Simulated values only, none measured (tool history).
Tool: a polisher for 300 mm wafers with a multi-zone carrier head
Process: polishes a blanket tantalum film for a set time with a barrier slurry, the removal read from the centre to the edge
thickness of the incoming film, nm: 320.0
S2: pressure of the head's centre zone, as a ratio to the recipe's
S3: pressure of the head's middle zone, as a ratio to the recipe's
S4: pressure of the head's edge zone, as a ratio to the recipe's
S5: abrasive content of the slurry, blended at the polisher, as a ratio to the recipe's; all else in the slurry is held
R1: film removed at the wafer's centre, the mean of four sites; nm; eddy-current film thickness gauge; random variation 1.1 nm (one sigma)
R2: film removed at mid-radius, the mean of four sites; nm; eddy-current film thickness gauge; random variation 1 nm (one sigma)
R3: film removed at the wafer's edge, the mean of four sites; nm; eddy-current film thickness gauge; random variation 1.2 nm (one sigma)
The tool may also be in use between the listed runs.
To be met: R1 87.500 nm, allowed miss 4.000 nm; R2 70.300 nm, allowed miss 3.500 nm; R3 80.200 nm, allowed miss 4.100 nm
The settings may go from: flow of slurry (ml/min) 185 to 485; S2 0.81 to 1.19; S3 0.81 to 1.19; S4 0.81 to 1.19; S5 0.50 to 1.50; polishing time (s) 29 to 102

{"run": 1, "hour": 0.0, "flow of slurry (ml/min)": 310, "S2": 1.0, "S3": 1.0, "S4": 1.0, "S5": 1.0, "polishing time (s)": 65, "R1": 96.273, "R2": 96.43, "R3": 103.91}
{"run": 2, "hour": 8.8, "flow of slurry (ml/min)": 315, "S2": 1.04, "S3": 0.96, "S4": 0.97, "S5": 0.85, "polishing time (s)": 63, "R1": 92.949, "R2": 84.224, "R3": 91.331}
{"run": 3, "hour": 10.3, "flow of slurry (ml/min)": 315, "S2": 1.01, "S3": 0.96, "S4": 0.97, "S5": 0.85, "polishing time (s)": 63, "R1": 88.624, "R2": 84.895, "R3": 88.895}
{"run": 4, "hour": 11.0, "flow of slurry (ml/min)": 310, "S2": 1.02, "S3": 0.91, "S4": 0.97, "S5": 0.8, "polishing time (s)": 63, "R1": 88.243, "R2": 81.677, "R3": 88.209}
{"run": 5, "hour": 18.3, "flow of slurry (ml/min)": 310, "S2": 1.04, "S3": 0.88, "S4": 0.97, "S5": 0.75, "polishing time (s)": 62, "R1": 84.025, "R2": 75.844, "R3": 85.871}
{"run": 6, "hour": 23.5, "flow of slurry (ml/min)": 310, "S2": 1.04, "S3": 0.93, "S4": 0.97, "S5": 0.75, "polishing time (s)": 62, "R1": 83.985, "R2": 79.223, "R3": 83.609}
{"run": 7, "hour": 24.2, "flow of slurry (ml/min)": 315, "S2": 1.07, "S3": 0.9, "S4": 0.96, "S5": 0.75, "polishing time (s)": 62, "R1": 87.196, "R2": 75.661, "R3": 84.652}
{"run": 8, "hour": 28.0, "flow of slurry (ml/min)": 315, "S2": 1.08, "S3": 0.89, "S4": 0.95, "S5": 0.75, "polishing time (s)": 62, "R1": 89.643, "R2": 76.299, "R3": 85.201}
{"run": 9, "hour": 33.6, "flow of slurry (ml/min)": 315, "S2": 1.1, "S3": 0.84, "S4": 0.92, "S5": 0.6, "polishing time (s)": 61, "R1": 79.743, "R2": 65.068, "R3": 74.98}
{"run": 10, "hour": 42.0, "flow of slurry (ml/min)": 315, "S2": 1.11, "S3": 0.86, "S4": 0.94, "S5": 0.6, "polishing time (s)": 61, "R1": 80.283, "R2": 65.198, "R3": 74.038}
{"run": 11, "hour": 45.5, "flow of slurry (ml/min)": 315, "S2": 1.11, "S3": 0.86, "S4": 0.94, "S5": 0.65, "polishing time (s)": 61, "R1": 82.665, "R2": 68.246, "R3": 79.137}

5 next moves are on the table. One of them brings every result within its allowed miss. Which?
{"run": "A", "hour": 49.0, "flow of slurry (ml/min)": 285, "S2": 1.03, "S3": 0.84, "S4": 1.0, "S5": 0.7, "polishing time (s)": 61, "R1": "?", "R2": "?", "R3": "?"}
{"run": "B", "hour": 49.0, "flow of slurry (ml/min)": 325, "S2": 1.06, "S3": 0.82, "S4": 0.81, "S5": 0.65, "polishing time (s)": 67, "R1": "?", "R2": "?", "R3": "?"}
{"run": "C", "hour": 49.0, "flow of slurry (ml/min)": 310, "S2": 1.1, "S3": 0.85, "S4": 0.97, "S5": 0.7, "polishing time (s)": 58, "R1": "?", "R2": "?", "R3": "?"}
{"run": "D", "hour": 49.0, "flow of slurry (ml/min)": 300, "S2": 1.01, "S3": 0.95, "S4": 0.96, "S5": 0.55, "polishing time (s)": 67, "R1": "?", "R2": "?", "R3": "?"}
{"run": "E", "hour": 49.0, "flow of slurry (ml/min)": 260, "S2": 0.97, "S3": 0.81, "S4": 1.07, "S5": 0.7, "polishing time (s)": 63, "R1": "?", "R2": "?", "R3": "?"}

move=A R1=82.409 R2=67.995 R3=80.581
move=B R1=90.879 R2=71.797 R3=80.065
move=C R1=83.357 R2=65.866 R3=76.241
move=D R1=79.738 R2=73.882 R3=77.603
move=E R1=80.230 R2=67.426 R3=84.812
A: further off than the last run
B: meets every target
C: as far off as the last run
D: further off than the last run
E: further off than the last run
The right move is B.
